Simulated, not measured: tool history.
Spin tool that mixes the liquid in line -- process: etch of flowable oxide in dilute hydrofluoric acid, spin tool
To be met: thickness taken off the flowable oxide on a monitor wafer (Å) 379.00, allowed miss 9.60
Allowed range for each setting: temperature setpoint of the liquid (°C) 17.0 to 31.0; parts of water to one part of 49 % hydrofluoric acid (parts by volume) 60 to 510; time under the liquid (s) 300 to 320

run	hour	temperature setpoint of the liquid (°C)	parts of water to one part of 49 % hydrofluoric acid (parts by volume)	time under the liquid (s)	thickness taken off the flowable oxide on a monitor wafer (Å)
1	0.0	23.0	285	300	199.18
2	8.3	25.0	260	300	239.29
3	12.9	25.0	260	320	256.46
4	20.9	26.5	245	320	291.46
5	29.7	26.5	145	320	547.64
6	38.7	24.0	155	320	465.08
7	39.7	22.5	155	320	439.02
8	43.7	21.5	155	320	418.97

4 candidate next runs follow, results not yet known. Just one meets every target within its allowed miss. Identify it.
A	47.7	21.5	170	300	?
B	47.7	25.0	185	310	?
C	47.7	19.5	160	300	?
D	47.7	22.0	175	300	?

move	thickness taken off the flowable oxide on a monitor wafer (Å)
A	354.16
B	377.69
C	351.52
D	348.89
A: takes the result that was furthest off past its target
B: each result inside its tolerance
C: takes the result that was furthest off past its target
D: takes the result that was furthest off past its target
The right move is B.
